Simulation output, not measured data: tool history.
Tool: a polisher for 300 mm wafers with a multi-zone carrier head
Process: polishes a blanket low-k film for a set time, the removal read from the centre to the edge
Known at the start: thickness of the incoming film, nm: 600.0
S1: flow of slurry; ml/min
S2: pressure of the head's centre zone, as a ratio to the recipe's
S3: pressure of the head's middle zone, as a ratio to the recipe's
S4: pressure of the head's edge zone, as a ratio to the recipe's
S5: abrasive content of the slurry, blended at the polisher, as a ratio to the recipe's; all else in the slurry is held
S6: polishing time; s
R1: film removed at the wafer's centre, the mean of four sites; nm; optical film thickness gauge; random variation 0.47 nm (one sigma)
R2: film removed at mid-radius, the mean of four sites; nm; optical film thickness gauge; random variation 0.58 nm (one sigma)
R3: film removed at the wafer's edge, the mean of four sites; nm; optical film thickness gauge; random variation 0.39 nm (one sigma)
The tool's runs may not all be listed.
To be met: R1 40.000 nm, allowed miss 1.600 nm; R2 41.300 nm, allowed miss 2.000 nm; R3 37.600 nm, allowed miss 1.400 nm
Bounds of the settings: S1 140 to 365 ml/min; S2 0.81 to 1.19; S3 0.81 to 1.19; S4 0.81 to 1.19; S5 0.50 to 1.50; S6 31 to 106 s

Run 1, hour 0.0: S1 235 ml/min, S2 1.00, S3 1.00, S4 1.00, S5 1.00, S6 68 s. Result: R1 23.484 nm, R2 22.926 nm, R3 22.166 nm.
Run 2, hour 4.4: S1 235 ml/min, S2 1.00, S3 1.00, S4 1.00, S5 1.00, S6 57 s. Result: R1 19.880 nm, R2 19.146 nm, R3 18.994 nm.
Run 3, hour 5.9: S1 235 ml/min, S2 1.00, S3 1.00, S4 0.92, S5 1.00, S6 57 s. Result: R1 19.398 nm, R2 19.049 nm, R3 18.307 nm.
Run 4, hour 14.0: S1 205 ml/min, S2 1.00, S3 1.00, S4 0.92, S5 1.00, S6 57 s. Result: R1 18.769 nm, R2 19.169 nm, R3 18.172 nm.
Run 5, hour 19.4: S1 205 ml/min, S2 1.00, S3 1.00, S4 0.88, S5 1.00, S6 57 s. Result: R1 19.055 nm, R2 19.250 nm, R3 18.020 nm.
Run 6, hour 27.2: S1 205 ml/min, S2 1.03, S3 1.00, S4 0.88, S5 1.00, S6 57 s. Result: R1 19.715 nm, R2 18.891 nm, R3 18.008 nm.
Run 7, hour 31.7: S1 195 ml/min, S2 1.03, S3 1.01, S4 0.91, S5 1.15, S6 67 s. Result: R1 24.777 nm, R2 24.241 nm, R3 22.933 nm.
At hour 38.3: edge zone pressure recalibrated.
Run 8, hour 38.3: S1 185 ml/min, S2 1.03, S3 1.03, S4 0.93, S5 1.25, S6 73 s. Result: R1 28.295 nm, R2 28.562 nm, R3 27.169 nm.
Run 9, hour 39.4: S1 185 ml/min, S2 1.05, S3 1.06, S4 0.94, S5 1.35, S6 76 s. Result: R1 30.527 nm, R2 30.130 nm, R3 29.472 nm.
Run 10, hour 44.3: S1 185 ml/min, S2 1.05, S3 1.08, S4 0.91, S5 1.40, S6 81 s. Result: R1 32.889 nm, R2 34.154 nm, R3 31.620 nm.
Run 11, hour 45.2: S1 185 ml/min, S2 1.06, S3 1.10, S4 0.91, S5 1.45, S6 84 s. Result: R1 35.160 nm, R2 35.844 nm, R3 32.963 nm.
Run 12, hour 52.4: S1 185 ml/min, S2 1.06, S3 1.11, S4 0.92, S5 1.45, S6 86 s. Result: R1 36.473 nm, R2 37.298 nm, R3 34.032 nm.

Which of these 5 next moves meets every target?
Run A, hour 59.6: S1 240 ml/min, S2 0.84, S3 1.12, S4 0.95, S5 1.40, S6 96 s. Result: R1 ?, R2 ?, R3 ?.
Run B, hour 59.6: S1 140 ml/min, S2 0.98, S3 0.89, S4 1.08, S5 1.50, S6 94 s. Result: R1 ?, R2 ?, R3 ?.
Run C, hour 59.6: S1 225 ml/min, S2 1.06, S3 1.11, S4 0.96, S5 1.20, S6 100 s. Result: R1 ?, R2 ?, R3 ?.
Run D, hour 59.6: S1 185 ml/min, S2 1.17, S3 0.99, S4 1.05, S5 1.50, S6 85 s. Result: R1 ?, R2 ?, R3 ?.
Run E, hour 59.6: S1 205 ml/min, S2 1.13, S3 0.87, S4 1.19, S5 1.35, S6 88 s. Result: R1 ?, R2 ?, R3 ?.

move      R1      R2      R3
   A  32.702  42.135  38.831
   B  34.339  31.618  38.446
   C  39.707  40.152  37.574
   D  39.743  33.143  35.815
   E  38.718  29.985  37.963
A: brings the result that was furthest off to its target, and leaves another outside
B: brings the result that was furthest off to its target, and leaves another outside
C: meets every target
D: further off than the last run
E: brings the result that was furthest off to its target, and leaves another outside
Move C is the one to make.

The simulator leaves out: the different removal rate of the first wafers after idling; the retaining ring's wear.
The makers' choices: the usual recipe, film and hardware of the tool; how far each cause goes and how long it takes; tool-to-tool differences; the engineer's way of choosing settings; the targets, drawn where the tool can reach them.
